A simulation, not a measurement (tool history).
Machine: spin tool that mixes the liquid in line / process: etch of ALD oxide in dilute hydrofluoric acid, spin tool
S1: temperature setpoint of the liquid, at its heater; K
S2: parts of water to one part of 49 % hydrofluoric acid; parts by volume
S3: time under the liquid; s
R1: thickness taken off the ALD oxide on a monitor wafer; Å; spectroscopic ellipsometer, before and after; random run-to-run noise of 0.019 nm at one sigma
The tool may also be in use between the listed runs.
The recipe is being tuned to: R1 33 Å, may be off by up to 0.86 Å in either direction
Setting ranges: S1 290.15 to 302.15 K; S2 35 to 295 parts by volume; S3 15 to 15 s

| run | hour | S1 | S2 | S3 | R1 |
|---|---|---|---|---|---|
| 1 | 0 | 294.15 | 165 | 15 | 13.319 |
| 2 | 2.7 | 296.15 | 140 | 15 | 17.293 |
| 3 | 9.7 | 296.15 | 175 | 15 | 13.491 |
| 4 | 12.4 | 296.15 | 145 | 15 | 16.759 |
| 5 | 17.3 | 297.65 | 130 | 15 | 20.194 |
| 6 | 25.5 | 297.65 | 110 | 15 | 24.377 |
| 7 | 26.1 | 298.65 | 105 | 15 | 26.53 |
| 8 | 29.7 | 299.65 | 105 | 15 | 27.948 |

5 next moves are on the table. One of them brings every result within its allowed miss. Which?
| A | 33.3 | 301.15 | 135 | 15 | ? |
| B | 33.3 | 299.65 | 120 | 15 | ? |
| C | 33.3 | 299.15 | 80 | 15 | ? |
| D | 33.3 | 300.15 | 130 | 15 | ? |
| E | 33.3 | 296.15 | 80 | 15 | ? |

| move | R1 |
|---|---|
| A | 22.217 |
| B | 24.078 |
| C | 37.306 |
| D | 22.367 |
| E | 33.084 |
A: lands further from the targets than the last run did
B: lands further from the targets than the last run did
C: takes the result that was furthest off past its target
D: lands further from the targets than the last run did
E: all results land within tolerance of their targets
So the answer is move E, the one that meets all the targets.
